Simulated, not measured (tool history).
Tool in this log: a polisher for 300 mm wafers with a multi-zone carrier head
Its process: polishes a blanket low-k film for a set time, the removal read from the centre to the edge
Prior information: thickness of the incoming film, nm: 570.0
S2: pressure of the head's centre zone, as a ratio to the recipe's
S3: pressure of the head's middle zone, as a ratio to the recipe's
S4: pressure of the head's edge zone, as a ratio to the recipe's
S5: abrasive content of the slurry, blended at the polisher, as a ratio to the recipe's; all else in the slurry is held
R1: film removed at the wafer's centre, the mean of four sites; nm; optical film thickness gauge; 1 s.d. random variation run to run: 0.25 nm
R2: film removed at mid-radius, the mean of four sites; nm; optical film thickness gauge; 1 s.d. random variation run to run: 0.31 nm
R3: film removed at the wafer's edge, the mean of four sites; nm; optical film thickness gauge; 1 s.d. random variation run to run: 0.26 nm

Run 1, day 0: flow of slurry (ml/min) 175, S2 1, S3 1, S4 1, S5 1, polishing time (s) 78. Result: R1 40.807 nm, R2 41.641 nm, R3 40.881 nm.
Run 2, day 0.35: flow of slurry (ml/min) 205, S2 1, S3 1, S4 1, S5 1, polishing time (s) 78. Result: R1 43.138 nm, R2 42.082 nm, R3 42.416 nm.
Run 3, day 0.396: flow of slurry (ml/min) 195, S2 0.99, S3 1, S4 0.98, S5 0.9, polishing time (s) 73. Result: R1 36.381 nm, R2 37.66 nm, R3 36.305 nm.
Run 4, day 0.483: flow of slurry (ml/min) 190, S2 0.98, S3 0.99, S4 0.96, S5 0.85, polishing time (s) 70. Result: R1 33.254 nm, R2 32.51 nm, R3 33.788 nm.
Run 5, day 0.783: flow of slurry (ml/min) 190, S2 0.94, S3 0.99, S4 0.96, S5 0.85, polishing time (s) 70. Result: R1 31.688 nm, R2 34.448 nm, R3 33.327 nm.
Run 6, day 1.142: flow of slurry (ml/min) 190, S2 0.94, S3 1.02, S4 0.96, S5 0.85, polishing time (s) 70. Result: R1 32.157 nm, R2 35.12 nm, R3 33.642 nm.
Run 7, day 1.188: flow of slurry (ml/min) 185, S2 0.94, S3 1.03, S4 0.94, S5 0.8, polishing time (s) 67. Result: R1 29.027 nm, R2 30.992 nm, R3 30.831 nm.
Run 8, day 1.267: flow of slurry (ml/min) 200, S2 0.93, S3 1.06, S4 0.92, S5 0.75, polishing time (s) 64. Result: R1 26.818 nm, R2 30.406 nm, R3 27.673 nm.
Run 9, day 1.467: flow of slurry (ml/min) 200, S2 0.93, S3 1.06, S4 0.91, S5 0.7, polishing time (s) 63. Result: R1 25.608 nm, R2 28.95 nm, R3 26.448 nm.
Run 10, day 1.646: flow of slurry (ml/min) 200, S2 0.93, S3 1.06, S4 0.9, S5 0.65, polishing time (s) 62. Result: R1 23.261 nm, R2 26.79 nm, R3 24.009 nm.
Run 11, day 2.012: flow of slurry (ml/min) 200, S2 0.93, S3 1.06, S4 0.89, S5 0.65, polishing time (s) 62. Result: R1 23.537 nm, R2 26.65 nm, R3 24.234 nm.

Run 12 has not been measured yet. What should we expect?
Run 12, day 2.233: flow of slurry (ml/min) 200, S2 0.93, S3 1.06, S4 0.88, S5 0.65, polishing time (s) 62. Result: R1 ?, R2 ?, R3 ?.

Run 12 measured R1 24.361 nm, R2 26.729 nm, R3 24.021 nm.
